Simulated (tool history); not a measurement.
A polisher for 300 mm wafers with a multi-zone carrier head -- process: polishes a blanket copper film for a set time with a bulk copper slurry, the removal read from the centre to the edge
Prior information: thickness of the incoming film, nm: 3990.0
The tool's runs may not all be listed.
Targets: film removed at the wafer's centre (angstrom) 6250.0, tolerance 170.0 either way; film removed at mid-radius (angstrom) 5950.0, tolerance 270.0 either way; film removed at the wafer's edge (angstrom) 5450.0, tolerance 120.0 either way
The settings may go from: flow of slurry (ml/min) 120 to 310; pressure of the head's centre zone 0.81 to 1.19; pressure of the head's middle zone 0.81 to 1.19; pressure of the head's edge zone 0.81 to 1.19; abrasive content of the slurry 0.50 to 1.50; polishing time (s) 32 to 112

| run | hour | flow of slurry (ml/min) | pressure of the head's centre zone | pressure of the head's middle zone | pressure of the head's edge zone | abrasive content of the slurry | polishing time (s) | film removed at the wafer's centre (angstrom) | film removed at mid-radius (angstrom) | film removed at the wafer's edge (angstrom) |
|---|---|---|---|---|---|---|---|---|---|---|
| 1 | 0.0 | 200 | 1.00 | 1.00 | 1.00 | 1.00 | 72 | 6667.6 | 6635.7 | 6491.7 |
| 2 | 8.8 | 190 | 1.01 | 0.99 | 0.95 | 0.95 | 72 | 6571.5 | 6470.9 | 6310.4 |
| 3 | 17.4 | 190 | 1.03 | 1.00 | 0.92 | 0.85 | 71 | 6490.0 | 6408.2 | 6054.2 |
| 4 | 18.3 | 190 | 1.03 | 1.00 | 0.92 | 0.85 | 87 | 7919.2 | 7829.9 | 7363.6 |
| 5 | 23.8 | 240 | 1.03 | 1.00 | 0.92 | 0.85 | 87 | 8137.1 | 7932.7 | 7472.7 |
| 6 | 28.4 | 200 | 1.03 | 1.00 | 0.92 | 0.85 | 87 | 8056.1 | 7848.3 | 7437.4 |
| 7 | 33.7 | 205 | 1.05 | 1.00 | 0.91 | 0.75 | 81 | 7440.2 | 7279.0 | 6705.6 |
| 8 | 35.1 | 165 | 1.05 | 0.92 | 0.81 | 0.50 | 73 | 6035.2 | 5353.7 | 5295.7 |
| 9 | 43.3 | 175 | 1.05 | 0.94 | 0.82 | 0.50 | 73 | 6054.2 | 5696.7 | 5362.1 |
| 10 | 44.4 | 180 | 1.05 | 0.94 | 0.82 | 0.50 | 73 | 6054.1 | 5581.6 | 5325.5 |

Exercise: of the 4 proposed moves below, exactly one satisfies all targets within the stated allowed misses. Which move is it?
| A | 45.5 | 225 | 1.04 | 1.03 | 0.81 | 0.50 | 68 | ? | ? | ? |
| B | 45.5 | 150 | 1.00 | 0.99 | 0.87 | 0.60 | 71 | ? | ? | ? |
| C | 45.5 | 190 | 1.08 | 0.84 | 0.84 | 0.55 | 71 | ? | ? | ? |
| D | 45.5 | 210 | 1.03 | 0.97 | 0.81 | 0.50 | 73 | ? | ? | ? |

| move | film removed at the wafer's centre (angstrom) | film removed at mid-radius (angstrom) | film removed at the wafer's edge (angstrom) |
|---|---|---|---|
| A | 5991.2 | 5940.8 | 5066.5 |
| B | 5746.6 | 5741.3 | 5330.5 |
| C | 6351.6 | 5171.6 | 5363.0 |
| D | 6308.3 | 6003.0 | 5403.4 |
A: corrects the largest miss of the last run, while another result sits out of spec
B: corrects the largest miss of the last run, while another result sits out of spec
C: lands further from the targets than the last run did
D: every result within its allowed miss
The right move is D.
